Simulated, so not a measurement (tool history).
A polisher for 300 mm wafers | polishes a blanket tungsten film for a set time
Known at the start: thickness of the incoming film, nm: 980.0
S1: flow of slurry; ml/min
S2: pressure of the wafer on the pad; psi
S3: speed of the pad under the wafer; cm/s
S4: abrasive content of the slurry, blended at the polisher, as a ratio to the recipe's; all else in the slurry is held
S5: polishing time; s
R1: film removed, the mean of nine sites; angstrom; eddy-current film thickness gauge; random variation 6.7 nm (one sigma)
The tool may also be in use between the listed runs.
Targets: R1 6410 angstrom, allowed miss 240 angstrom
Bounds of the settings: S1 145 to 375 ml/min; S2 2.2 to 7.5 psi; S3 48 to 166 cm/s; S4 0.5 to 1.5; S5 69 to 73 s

{"run": 1, "hour": 0.0, "S1": 240, "S2": 4.8, "S3": 106, "S4": 1, "S5": 69, "R1": 4843}
{"run": 2, "hour": 3.8, "S1": 240, "S2": 4.8, "S3": 106, "S4": 1, "S5": 73, "R1": 5049.7}
{"run": 3, "hour": 5.0, "S1": 240, "S2": 4.8, "S3": 106, "S4": 1, "S5": 69, "R1": 4812.3}
{"run": 4, "hour": 11.9, "S1": 240, "S2": 4.8, "S3": 118, "S4": 1, "S5": 69, "R1": 5240}
{"run": 5, "hour": 20.9, "S1": 240, "S2": 4.8, "S3": 118, "S4": 1, "S5": 73, "R1": 5522.6}
{"run": 6, "hour": 24.1, "S1": 240, "S2": 4.8, "S3": 118, "S4": 0.9, "S5": 73, "R1": 5241.6}
{"run": 7, "hour": 32.0, "S1": 240, "S2": 5, "S3": 118, "S4": 0.9, "S5": 73, "R1": 5440.9}
{"run": 8, "hour": 40.9, "S1": 240, "S2": 5.2, "S3": 118, "S4": 0.9, "S5": 73, "R1": 5740}
{"run": 9, "hour": 49.4, "S1": 240, "S2": 5.3, "S3": 118, "S4": 0.9, "S5": 73, "R1": 5847}
{"run": 10, "hour": 55.4, "S1": 240, "S2": 5.4, "S3": 118, "S4": 0.9, "S5": 73, "R1": 5870.8}
{"run": 11, "hour": 59.3, "S1": 240, "S2": 5.5, "S3": 118, "S4": 0.9, "S5": 73, "R1": 6027.8}
{"run": 12, "hour": 65.5, "S1": 240, "S2": 5.6, "S3": 118, "S4": 0.9, "S5": 73, "R1": 6028.2}

5 next moves are on the table. One of them brings every result within its allowed miss. Which?
{"run": "A", "hour": 71.7, "S1": 250, "S2": 5, "S3": 118, "S4": 1, "S5": 73, "R1": "?"}
{"run": "B", "hour": 71.7, "S1": 225, "S2": 5.9, "S3": 126, "S4": 0.95, "S5": 69, "R1": "?"}
{"run": "C", "hour": 71.7, "S1": 265, "S2": 5.9, "S3": 114, "S4": 0.75, "S5": 73, "R1": "?"}
{"run": "D", "hour": 71.7, "S1": 255, "S2": 6, "S3": 120, "S4": 0.8, "S5": 69, "R1": "?"}
{"run": "E", "hour": 71.7, "S1": 295, "S2": 5.3, "S3": 132, "S4": 0.8, "S5": 69, "R1": "?"}

move=A R1=5785
move=B R1=6535.8
move=C R1=5973
move=D R1=6093.7
move=E R1=5905.1
A: further off than the last run
B: meets every target
C: further off than the last run
D: nearer than the last run, and not there yet
E: further off than the last run
The right move is B.

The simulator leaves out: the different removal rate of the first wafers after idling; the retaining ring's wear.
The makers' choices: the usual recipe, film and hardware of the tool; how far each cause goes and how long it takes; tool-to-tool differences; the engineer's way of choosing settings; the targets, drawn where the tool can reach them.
